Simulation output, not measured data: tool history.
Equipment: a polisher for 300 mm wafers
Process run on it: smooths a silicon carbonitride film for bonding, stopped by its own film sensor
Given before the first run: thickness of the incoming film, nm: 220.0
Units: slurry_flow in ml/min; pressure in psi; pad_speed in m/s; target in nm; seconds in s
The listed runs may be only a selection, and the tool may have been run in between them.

run 1 day=0.000 | slurry_flow=305 pressure=1.8 pad_speed=0.74 slurry_solids=1.0 target=205 | seconds=109.32
run 2 day=0.221 | slurry_flow=305 pressure=1.5 pad_speed=0.68 slurry_solids=1.0 target=205 | seconds=139.87
run 3 day=0.538 | slurry_flow=265 pressure=1.5 pad_speed=0.68 slurry_solids=1.0 target=205 | seconds=139.99
run 4 day=0.721 | slurry_flow=265 pressure=1.6 pad_speed=0.68 slurry_solids=1.0 target=205 | seconds=137.18
run 5 day=0.954 | slurry_flow=265 pressure=1.6 pad_speed=0.78 slurry_solids=1.0 target=205 | seconds=119.89
run 6 day=1.267 | slurry_flow=265 pressure=1.4 pad_speed=0.72 slurry_solids=1.0 target=205 | seconds=145.31
run 7 day=1.588 | slurry_flow=265 pressure=1.2 pad_speed=0.70 slurry_solids=1.0 target=205 | seconds=171.11

For run 8, what comes out?
run 8 day=1.762 | slurry_flow=265 pressure=1.1 pad_speed=0.68 slurry_solids=1.0 target=205 | seconds=?

seconds: 184.42 s
